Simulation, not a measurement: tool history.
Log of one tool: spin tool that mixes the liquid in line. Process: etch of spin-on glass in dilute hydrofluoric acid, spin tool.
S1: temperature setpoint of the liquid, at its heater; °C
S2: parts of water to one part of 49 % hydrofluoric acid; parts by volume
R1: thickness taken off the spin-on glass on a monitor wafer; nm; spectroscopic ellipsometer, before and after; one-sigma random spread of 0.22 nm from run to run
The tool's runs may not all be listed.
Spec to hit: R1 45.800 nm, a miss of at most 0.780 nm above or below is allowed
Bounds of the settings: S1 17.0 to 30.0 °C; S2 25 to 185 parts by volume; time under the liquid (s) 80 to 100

{"run": 1, "hour": 0.0, "S1": 22.0, "S2": 105, "time under the liquid (s)": 100, "R1": 29.77}
{"run": 2, "hour": 1.3, "S1": 23.5, "S2": 105, "time under the liquid (s)": 100, "R1": 31.44}
{"run": 3, "hour": 5.1, "S1": 24.5, "S2": 105, "time under the liquid (s)": 100, "R1": 32.781}
{"run": 4, "hour": 7.8, "S1": 26.5, "S2": 105, "time under the liquid (s)": 100, "R1": 35.793}
{"run": 5, "hour": 10.9, "S1": 27.0, "S2": 105, "time under the liquid (s)": 100, "R1": 36.022}
{"run": 6, "hour": 17.2, "S1": 27.5, "S2": 105, "time under the liquid (s)": 100, "R1": 37.232}
{"run": 7, "hour": 26.1, "S1": 28.0, "S2": 105, "time under the liquid (s)": 100, "R1": 37.917}
{"run": 8, "hour": 34.8, "S1": 28.5, "S2": 105, "time under the liquid (s)": 100, "R1": 38.472}
{"run": 9, "hour": 36.1, "S1": 30.0, "S2": 90, "time under the liquid (s)": 100, "R1": 48.674}
{"run": 10, "hour": 39.0, "S1": 29.0, "S2": 90, "time under the liquid (s)": 100, "R1": 46.655}

Of the 4 settings listed for the next run, only one would bring every result within its allowed miss of target. Which one?
{"run": "A", "hour": 41.9, "S1": 28.0, "S2": 85, "time under the liquid (s)": 95, "R1": "?"}
{"run": "B", "hour": 41.9, "S1": 30.0, "S2": 75, "time under the liquid (s)": 80, "R1": "?"}
{"run": "C", "hour": 41.9, "S1": 29.5, "S2": 80, "time under the liquid (s)": 80, "R1": "?"}
{"run": "D", "hour": 41.9, "S1": 29.0, "S2": 85, "time under the liquid (s)": 95, "R1": "?"}

move=A R1=45.686
move=B R1=47.769
move=C R1=43.614
move=D R1=47.479
A: in spec on every target
B: lands further from the targets than the last run did
C: takes the biggest miss from the last run beyond its target
D: lands further from the targets than the last run did
So the answer is move A, the one that meets all the targets.

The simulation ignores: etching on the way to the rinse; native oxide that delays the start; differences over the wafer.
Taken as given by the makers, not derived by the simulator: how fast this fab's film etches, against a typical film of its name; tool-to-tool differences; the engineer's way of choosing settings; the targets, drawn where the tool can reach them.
